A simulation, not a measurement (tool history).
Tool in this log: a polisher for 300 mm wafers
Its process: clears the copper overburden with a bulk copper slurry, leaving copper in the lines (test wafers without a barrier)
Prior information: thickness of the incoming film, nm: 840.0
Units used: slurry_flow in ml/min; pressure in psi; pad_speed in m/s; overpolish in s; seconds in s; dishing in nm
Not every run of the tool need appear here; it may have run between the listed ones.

run 1 day=0 | slurry_flow=150 pressure=2.2 pad_speed=1.2 slurry_solids=1 overpolish=10 | seconds=131.79 dishing=40.348
run 2 day=0.329 | slurry_flow=150 pressure=2.4 pad_speed=1.2 slurry_solids=1 overpolish=10 | seconds=122.03 dishing=43.31
run 3 day=0.612 | slurry_flow=150 pressure=2.5 pad_speed=1.2 slurry_solids=1 overpolish=10 | seconds=119.64 dishing=43.67
run 4 day=0.667 | slurry_flow=150 pressure=2.5 pad_speed=1.2 slurry_solids=0.8 overpolish=10 | seconds=123.62 dishing=43.075
run 5 day=0.7 | slurry_flow=150 pressure=2.6 pad_speed=1.2 slurry_solids=0.8 overpolish=10 | seconds=123.82 dishing=42.178
run 6 day=1.025 | slurry_flow=150 pressure=2.6 pad_speed=1.06 slurry_solids=0.8 overpolish=10 | seconds=131.62 dishing=41.575
run 7 day=1.396 | slurry_flow=150 pressure=2.8 pad_speed=1.08 slurry_solids=0.8 overpolish=10 | seconds=122.3 dishing=43.576
run 8 day=1.429 | slurry_flow=150 pressure=2.9 pad_speed=1.1 slurry_solids=0.8 overpolish=10 | seconds=115.83 dishing=45.077
run 9 day=1.717 | slurry_flow=150 pressure=3 pad_speed=1.1 slurry_solids=0.8 overpolish=10 | seconds=111.68 dishing=46.037
run 10 day=1.875 | slurry_flow=150 pressure=3.1 pad_speed=1.1 slurry_solids=0.8 overpolish=10 | seconds=103.78 dishing=49.162
run 11 day=1.962 | slurry_flow=150 pressure=3.1 pad_speed=1.1 slurry_solids=0.8 overpolish=10 | seconds=106.59 dishing=47.6
run 12 day=2.283 | slurry_flow=150 pressure=3.2 pad_speed=1.1 slurry_solids=0.8 overpolish=10 | seconds=106.54 dishing=49.965

Estimate the outcome of run 13 from the log above:
run 13 day=2.533 | slurry_flow=150 pressure=3.2 pad_speed=1.1 slurry_solids=0.8 overpolish=10 | seconds=? dishing=?

{"run 13": {"seconds": 103.56, "dishing": 50.003}}

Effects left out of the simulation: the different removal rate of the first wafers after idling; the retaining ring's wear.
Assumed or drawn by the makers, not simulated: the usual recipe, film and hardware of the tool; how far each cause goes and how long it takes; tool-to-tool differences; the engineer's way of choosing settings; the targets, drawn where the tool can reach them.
